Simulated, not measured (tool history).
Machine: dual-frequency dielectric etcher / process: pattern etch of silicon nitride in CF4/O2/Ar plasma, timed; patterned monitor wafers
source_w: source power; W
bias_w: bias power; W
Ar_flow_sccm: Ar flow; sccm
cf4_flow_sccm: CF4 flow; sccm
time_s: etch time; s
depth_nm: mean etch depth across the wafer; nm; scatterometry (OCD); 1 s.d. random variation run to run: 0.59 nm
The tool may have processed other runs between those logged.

run 1 hour=0 | source_w=440 bias_w=45 Ar_flow_sccm=114 cf4_flow_sccm=106 time_s=64 | depth_nm=101.01
run 2 hour=6 | source_w=450 bias_w=45 Ar_flow_sccm=114 cf4_flow_sccm=106 time_s=64 | depth_nm=101.77
run 3 hour=7 | source_w=450 bias_w=45 Ar_flow_sccm=114 cf4_flow_sccm=106 time_s=64 | depth_nm=102.56
run 4 hour=10.9 | source_w=450 bias_w=45 Ar_flow_sccm=114 cf4_flow_sccm=106 time_s=64 | depth_nm=102.83
run 5 hour=18.7 | source_w=450 bias_w=45 Ar_flow_sccm=114 cf4_flow_sccm=88 time_s=64 | depth_nm=101.21
run 6 hour=20.9 | source_w=450 bias_w=45 Ar_flow_sccm=114 cf4_flow_sccm=82 time_s=64 | depth_nm=100.57

Forecast run 7:
run 7 hour=24.3 | source_w=460 bias_w=45 Ar_flow_sccm=114 cf4_flow_sccm=82 time_s=64 | depth_nm=?

Run 7 gave depth_nm 101.78 nm.

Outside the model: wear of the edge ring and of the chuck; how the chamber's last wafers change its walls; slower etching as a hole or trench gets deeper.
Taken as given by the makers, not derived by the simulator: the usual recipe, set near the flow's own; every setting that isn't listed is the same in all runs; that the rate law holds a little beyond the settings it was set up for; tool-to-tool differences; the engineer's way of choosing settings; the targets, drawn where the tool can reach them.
